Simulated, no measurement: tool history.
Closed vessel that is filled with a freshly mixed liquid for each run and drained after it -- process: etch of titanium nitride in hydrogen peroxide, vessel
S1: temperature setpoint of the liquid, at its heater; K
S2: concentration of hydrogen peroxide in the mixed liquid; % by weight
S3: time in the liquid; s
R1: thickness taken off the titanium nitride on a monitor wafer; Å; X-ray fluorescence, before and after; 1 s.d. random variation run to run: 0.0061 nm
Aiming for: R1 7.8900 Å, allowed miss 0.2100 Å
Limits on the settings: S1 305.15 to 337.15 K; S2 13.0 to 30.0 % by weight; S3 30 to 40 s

run 1 hour=0.0 | S1=321.15 S2=26.0 S3=40 | R1=18.7490
run 2 hour=3.0 | S1=321.15 S2=26.0 S3=40 | R1=18.8020
run 3 hour=6.0 | S1=321.15 S2=26.0 S3=30 | R1=14.0370
run 4 hour=14.8 | S1=320.15 S2=26.0 S3=30 | R1=12.9490
run 5 hour=22.4 | S1=319.65 S2=26.0 S3=30 | R1=12.5020
run 6 hour=25.0 | S1=319.65 S2=26.0 S3=30 | R1=12.3830
run 7 hour=28.5 | S1=319.15 S2=26.0 S3=30 | R1=11.9400
run 8 hour=35.7 | S1=318.65 S2=26.0 S3=30 | R1=11.6290
run 9 hour=44.6 | S1=318.15 S2=26.0 S3=30 | R1=11.2260
run 10 hour=53.2 | S1=312.15 S2=26.0 S3=30 | R1=7.0540

Below are 5 possible settings for the next run. Only one of them brings all results inside the allowed miss of their targets. Which is it?
run A hour=61.8 | S1=311.15 S2=27.5 S3=35 | R1=?
run B hour=61.8 | S1=309.15 S2=24.5 S3=40 | R1=?
run C hour=61.8 | S1=311.15 S2=22.0 S3=35 | R1=?
run D hour=61.8 | S1=310.65 S2=28.0 S3=30 | R1=?
run E hour=61.8 | S1=314.65 S2=23.5 S3=30 | R1=?

move=A R1=7.8941
move=B R1=7.5197
move=C R1=7.5194
move=D R1=6.5333
move=E R1=8.5614
A: every result lands within tolerance
B: closes in on the targets versus the last run, not all within tolerance yet
C: closes in on the targets versus the last run, not all within tolerance yet
D: further off than the last run
E: the result that was furthest off in the last run now lies on the other side of its target
Move A is the one to make.
